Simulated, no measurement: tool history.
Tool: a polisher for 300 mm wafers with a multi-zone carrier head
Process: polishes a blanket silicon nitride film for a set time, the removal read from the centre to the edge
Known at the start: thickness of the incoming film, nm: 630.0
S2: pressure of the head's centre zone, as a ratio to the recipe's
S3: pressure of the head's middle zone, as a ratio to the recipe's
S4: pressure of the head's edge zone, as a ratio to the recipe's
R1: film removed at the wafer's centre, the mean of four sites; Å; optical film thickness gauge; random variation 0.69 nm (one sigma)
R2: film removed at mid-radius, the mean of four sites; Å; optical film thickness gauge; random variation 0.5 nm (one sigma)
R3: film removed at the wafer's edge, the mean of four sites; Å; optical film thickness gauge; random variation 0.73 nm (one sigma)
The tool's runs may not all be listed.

{"run": 1, "day": 0.0, "flow of slurry (ml/min)": 185, "S2": 1.0, "S3": 1.0, "S4": 1.0, "polishing time (s)": 31, "R1": 489.39, "R2": 486.83, "R3": 500.11}
{"run": 2, "day": 0.179, "flow of slurry (ml/min)": 195, "S2": 0.98, "S3": 1.04, "S4": 1.02, "polishing time (s)": 32, "R1": 500.19, "R2": 518.44, "R3": 538.43}
{"run": 3, "day": 0.262, "flow of slurry (ml/min)": 195, "S2": 0.98, "S3": 1.09, "S4": 1.02, "polishing time (s)": 32, "R1": 496.34, "R2": 530.44, "R3": 526.05}
{"run": 4, "day": 0.45, "flow of slurry (ml/min)": 195, "S2": 0.98, "S3": 1.09, "S4": 1.02, "polishing time (s)": 28, "R1": 449.11, "R2": 470.03, "R3": 467.21}
{"run": 5, "day": 0.55, "flow of slurry (ml/min)": 200, "S2": 0.96, "S3": 1.11, "S4": 1.01, "polishing time (s)": 30, "R1": 459.94, "R2": 524.2, "R3": 489.76}
{"run": 6, "day": 0.65, "flow of slurry (ml/min)": 200, "S2": 0.96, "S3": 1.03, "S4": 1.01, "polishing time (s)": 30, "R1": 457.13, "R2": 483.74, "R3": 494.33}
{"run": 7, "day": 0.742, "flow of slurry (ml/min)": 210, "S2": 0.95, "S3": 1.06, "S4": 1.01, "polishing time (s)": 31, "R1": 472.71, "R2": 521.16, "R3": 517.59}
{"run": 8, "day": 0.917, "flow of slurry (ml/min)": 220, "S2": 0.94, "S3": 1.08, "S4": 1.01, "polishing time (s)": 32, "R1": 485.98, "R2": 546.29, "R3": 525.39}
{"run": 9, "day": 1.071, "flow of slurry (ml/min)": 225, "S2": 0.93, "S3": 1.1, "S4": 1.02, "polishing time (s)": 33, "R1": 499.22, "R2": 569.23, "R3": 547.01}
{"run": 10, "day": 1.425, "flow of slurry (ml/min)": 225, "S2": 0.92, "S3": 1.12, "S4": 1.02, "polishing time (s)": 34, "R1": 518.05, "R2": 602.83, "R3": 575.23}
{"run": 11, "day": 1.671, "flow of slurry (ml/min)": 230, "S2": 0.91, "S3": 1.13, "S4": 1.02, "polishing time (s)": 34, "R1": 508.47, "R2": 610.49, "R3": 565.37}
{"run": 12, "day": 1.7, "flow of slurry (ml/min)": 235, "S2": 0.9, "S3": 1.14, "S4": 1.03, "polishing time (s)": 34, "R1": 501.06, "R2": 607.86, "R3": 580.47}
{"run": 13, "day": 1.725, "flow of slurry (ml/min)": 240, "S2": 0.9, "S3": 1.15, "S4": 1.03, "polishing time (s)": 34, "R1": 505.98, "R2": 616.56, "R3": 573.87}
{"run": 14, "day": 1.762, "flow of slurry (ml/min)": 240, "S2": 0.89, "S3": 1.16, "S4": 1.03, "polishing time (s)": 35, "R1": 503.51, "R2": 639.15, "R3": 590.98}
{"run": 15, "day": 2.083, "flow of slurry (ml/min)": 245, "S2": 0.89, "S3": 1.17, "S4": 1.03, "polishing time (s)": 35, "R1": 513.47, "R2": 648.79, "R3": 601.75}

Run 16 comes next. What will it give?
{"run": 16, "day": 2.45, "flow of slurry (ml/min)": 250, "S2": 0.89, "S3": 1.17, "S4": 1.03, "polishing time (s)": 35, "R1": "?", "R2": "?", "R3": "?"}

R1: 520.14 Å
R2: 654.90 Å
R3: 584.61 Å
